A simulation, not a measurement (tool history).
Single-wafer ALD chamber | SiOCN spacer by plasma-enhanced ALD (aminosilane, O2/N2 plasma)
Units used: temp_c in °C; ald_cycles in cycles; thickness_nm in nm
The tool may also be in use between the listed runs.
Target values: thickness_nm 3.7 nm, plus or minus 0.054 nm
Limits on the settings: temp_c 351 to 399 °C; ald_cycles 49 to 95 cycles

run 1 day=0 | temp_c=375 ald_cycles=72 | thickness_nm=4.7511
run 2 day=0.079 | temp_c=375 ald_cycles=69 | thickness_nm=4.557
run 3 day=0.379 | temp_c=370 ald_cycles=69 | thickness_nm=4.5571
run 4 day=0.425 | temp_c=370 ald_cycles=79 | thickness_nm=5.2152
run 5 day=0.625 | temp_c=370 ald_cycles=75 | thickness_nm=4.9514
run 6 day=0.888 | temp_c=361 ald_cycles=75 | thickness_nm=4.9484
run 7 day=0.921 | temp_c=361 ald_cycles=71 | thickness_nm=4.6847
run 8 day=1.188 | temp_c=361 ald_cycles=68 | thickness_nm=4.4984
run 9 day=1.462 | temp_c=361 ald_cycles=66 | thickness_nm=4.3304
run 10 day=1.783 | temp_c=361 ald_cycles=64 | thickness_nm=4.2391
run 11 day=1.838 | temp_c=361 ald_cycles=62 | thickness_nm=4.0825
run 12 day=2.021 | temp_c=361 ald_cycles=54 | thickness_nm=3.5678
run 13 day=2.083 | temp_c=361 ald_cycles=57 | thickness_nm=3.7726

4 next moves are on the table. One of them brings every result within its allowed miss. Which?
run A day=2.146 | temp_c=384 ald_cycles=56 | thickness_nm=?
run B day=2.146 | temp_c=361 ald_cycles=58 | thickness_nm=?
run C day=2.146 | temp_c=352 ald_cycles=54 | thickness_nm=?
run D day=2.146 | temp_c=351 ald_cycles=54 | thickness_nm=?

move=A thickness_nm=3.7009
move=B thickness_nm=3.8331
move=C thickness_nm=3.5688
move=D thickness_nm=3.5688
A: in spec on every target
B: further off than the last run
C: takes the biggest miss from the last run beyond its target
D: takes the biggest miss from the last run beyond its target
Move A is the one to make.
